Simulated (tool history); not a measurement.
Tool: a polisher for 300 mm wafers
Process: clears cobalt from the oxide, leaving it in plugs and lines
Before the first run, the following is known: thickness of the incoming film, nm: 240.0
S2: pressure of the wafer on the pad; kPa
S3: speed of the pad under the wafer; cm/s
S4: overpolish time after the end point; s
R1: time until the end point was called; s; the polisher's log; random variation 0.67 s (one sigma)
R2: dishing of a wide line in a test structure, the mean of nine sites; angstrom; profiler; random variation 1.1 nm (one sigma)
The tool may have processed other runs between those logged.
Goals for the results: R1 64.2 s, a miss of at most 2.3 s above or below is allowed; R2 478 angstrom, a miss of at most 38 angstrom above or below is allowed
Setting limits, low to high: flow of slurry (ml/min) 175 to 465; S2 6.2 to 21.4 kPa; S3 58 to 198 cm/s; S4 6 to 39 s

Run 1, hour 0: flow of slurry (ml/min) 295, S2 13.8 kPa, S3 128 cm/s, S4 20 s. Result: R1 37.645 s, R2 522.29 angstrom.
Run 2, hour 8.4: flow of slurry (ml/min) 295, S2 15.9 kPa, S3 128 cm/s, S4 20 s. Result: R1 33.006 s, R2 534.68 angstrom.
Run 3, hour 16.1: flow of slurry (ml/min) 295, S2 13.8 kPa, S3 126 cm/s, S4 20 s. Result: R1 39.229 s, R2 517.24 angstrom.
Run 4, hour 18.8: flow of slurry (ml/min) 295, S2 12.4 kPa, S3 126 cm/s, S4 20 s. Result: R1 42.632 s, R2 488.27 angstrom.
Run 5, hour 23.5: flow of slurry (ml/min) 295, S2 12.4 kPa, S3 126 cm/s, S4 12 s. Result: R1 43.384 s, R2 419.43 angstrom.
Run 6, hour 28.4: flow of slurry (ml/min) 295, S2 11 kPa, S3 126 cm/s, S4 15 s. Result: R1 47.273 s, R2 429.57 angstrom.
Run 7, hour 30.9: flow of slurry (ml/min) 295, S2 10.3 kPa, S3 126 cm/s, S4 17 s. Result: R1 50.516 s, R2 429.75 angstrom.
Run 8, hour 35.5: flow of slurry (ml/min) 295, S2 7.6 kPa, S3 124 cm/s, S4 27 s. Result: R1 69.995 s, R2 472.61 angstrom.

Pick the move, out of 5, that brings all results within their allowed miss; only one does.
Run A, hour 40.1: flow of slurry (ml/min) 260, S2 8.3 kPa, S3 138 cm/s, S4 16 s. Result: R1 ?, R2 ?.
Run B, hour 40.1: flow of slurry (ml/min) 295, S2 7.6 kPa, S3 110 cm/s, S4 35 s. Result: R1 ?, R2 ?.
Run C, hour 40.1: flow of slurry (ml/min) 310, S2 8.3 kPa, S3 116 cm/s, S4 16 s. Result: R1 ?, R2 ?.
Run D, hour 40.1: flow of slurry (ml/min) 335, S2 9.7 kPa, S3 104 cm/s, S4 26 s. Result: R1 ?, R2 ?.
Run E, hour 40.1: flow of slurry (ml/min) 280, S2 8.3 kPa, S3 140 cm/s, S4 24 s. Result: R1 ?, R2 ?.

move      R1      R2
   A  59.228  406.75
   B  79.143  503.83
   C  68.918  374.84
   D  65.669  483.41
   E  57.971  490.41
A: moves the result that the last run missed by most past its target, out the other side
B: further off than the last run
C: further off than the last run
D: all results land within tolerance of their targets
E: moves the result that the last run missed by most past its target, out the other side
The move that meets every target is D.
